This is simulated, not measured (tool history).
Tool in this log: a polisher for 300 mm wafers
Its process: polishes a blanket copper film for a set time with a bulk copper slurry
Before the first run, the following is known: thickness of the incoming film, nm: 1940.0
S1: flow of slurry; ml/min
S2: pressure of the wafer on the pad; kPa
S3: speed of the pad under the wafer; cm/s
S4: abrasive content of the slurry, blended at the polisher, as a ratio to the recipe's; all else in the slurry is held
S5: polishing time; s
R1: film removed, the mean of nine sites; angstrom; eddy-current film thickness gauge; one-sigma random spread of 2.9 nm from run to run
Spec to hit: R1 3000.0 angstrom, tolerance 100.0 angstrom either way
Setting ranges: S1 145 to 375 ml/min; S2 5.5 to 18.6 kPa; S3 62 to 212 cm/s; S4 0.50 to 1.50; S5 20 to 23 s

run 1 day=0.000 | S1=240 S2=11.7 S3=136 S4=1.00 S5=23 | R1=1442.0
run 2 day=0.146 | S1=240 S2=13.1 S3=136 S4=1.00 S5=23 | R1=1600.0
run 3 day=0.271 | S1=240 S2=14.5 S3=142 S4=1.00 S5=23 | R1=1845.7
run 4 day=0.392 | S1=240 S2=15.2 S3=148 S4=1.00 S5=23 | R1=2017.3
run 5 day=0.633 | S1=240 S2=15.2 S3=178 S4=1.00 S5=23 | R1=2407.1
run 6 day=0.842 | S1=240 S2=15.9 S3=178 S4=1.00 S5=23 | R1=2521.2
run 7 day=1.167 | S1=240 S2=16.5 S3=178 S4=1.00 S5=23 | R1=2650.9
run 8 day=1.204 | S1=240 S2=17.2 S3=178 S4=1.00 S5=23 | R1=2690.3
run 9 day=1.292 | S1=245 S2=17.9 S3=180 S4=1.00 S5=23 | R1=2817.9

Of the 4 settings listed for the next run, only one would bring every result within its allowed miss of target. Which one?
run A day=1.379 | S1=290 S2=17.9 S3=192 S4=0.95 S5=20 | R1=?
run B day=1.379 | S1=260 S2=17.9 S3=172 S4=1.10 S5=22 | R1=?
run C day=1.379 | S1=210 S2=16.5 S3=180 S4=1.15 S5=22 | R1=?
run D day=1.379 | S1=270 S2=18.6 S3=186 S4=1.00 S5=22 | R1=?

move=A R1=2690.3
move=B R1=2740.7
move=C R1=2611.6
move=D R1=2999.6
A: its largest miss is bigger than the last run's
B: its largest miss is bigger than the last run's
C: its largest miss is bigger than the last run's
D: in spec on every target
The right move is D.
